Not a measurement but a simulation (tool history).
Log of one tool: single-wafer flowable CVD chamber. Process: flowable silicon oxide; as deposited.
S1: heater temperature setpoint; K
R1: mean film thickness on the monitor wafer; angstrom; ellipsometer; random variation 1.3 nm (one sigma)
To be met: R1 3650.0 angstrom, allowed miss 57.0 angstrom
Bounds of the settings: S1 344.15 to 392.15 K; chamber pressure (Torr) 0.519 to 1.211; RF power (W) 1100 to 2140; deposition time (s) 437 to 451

{"run": 1, "hour": 0.0, "S1": 368.15, "chamber pressure (Torr)": 0.865, "RF power (W)": 1620, "deposition time (s)": 437, "R1": 3150.3}
{"run": 2, "hour": 6.7, "S1": 368.15, "chamber pressure (Torr)": 0.865, "RF power (W)": 1495, "deposition time (s)": 437, "R1": 3027.1}
{"run": 3, "hour": 9.0, "S1": 379.15, "chamber pressure (Torr)": 0.865, "RF power (W)": 1495, "deposition time (s)": 437, "R1": 2187.7}
{"run": 4, "hour": 15.8, "S1": 379.15, "chamber pressure (Torr)": 0.802, "RF power (W)": 1495, "deposition time (s)": 437, "R1": 2070.3}
{"run": 5, "hour": 17.5, "S1": 375.15, "chamber pressure (Torr)": 0.803, "RF power (W)": 1495, "deposition time (s)": 437, "R1": 2321.0}
{"run": 6, "hour": 19.9, "S1": 372.15, "chamber pressure (Torr)": 0.804, "RF power (W)": 1495, "deposition time (s)": 437, "R1": 2546.9}
{"run": 7, "hour": 25.9, "S1": 369.15, "chamber pressure (Torr)": 0.804, "RF power (W)": 1495, "deposition time (s)": 437, "R1": 2759.4}
{"run": 8, "hour": 27.3, "S1": 358.15, "chamber pressure (Torr)": 0.805, "RF power (W)": 1495, "deposition time (s)": 437, "R1": 3780.2}

Which of these 4 next moves meets every target?
{"run": "A", "hour": 28.7, "S1": 356.15, "chamber pressure (Torr)": 0.671, "RF power (W)": 1615, "deposition time (s)": 451, "R1": "?"}
{"run": "B", "hour": 28.7, "S1": 349.15, "chamber pressure (Torr)": 0.554, "RF power (W)": 1400, "deposition time (s)": 439, "R1": "?"}
{"run": "C", "hour": 28.7, "S1": 357.15, "chamber pressure (Torr)": 0.832, "RF power (W)": 1465, "deposition time (s)": 439, "R1": "?"}
{"run": "D", "hour": 28.7, "S1": 362.15, "chamber pressure (Torr)": 0.889, "RF power (W)": 1475, "deposition time (s)": 437, "R1": "?"}

move=A R1=3734.4
move=B R1=3527.1
move=C R1=3945.2
move=D R1=3642.8
A: nearer than the last run, and not there yet
B: takes the result that was furthest off past its target
C: further off than the last run
D: meets every target
Answer: D
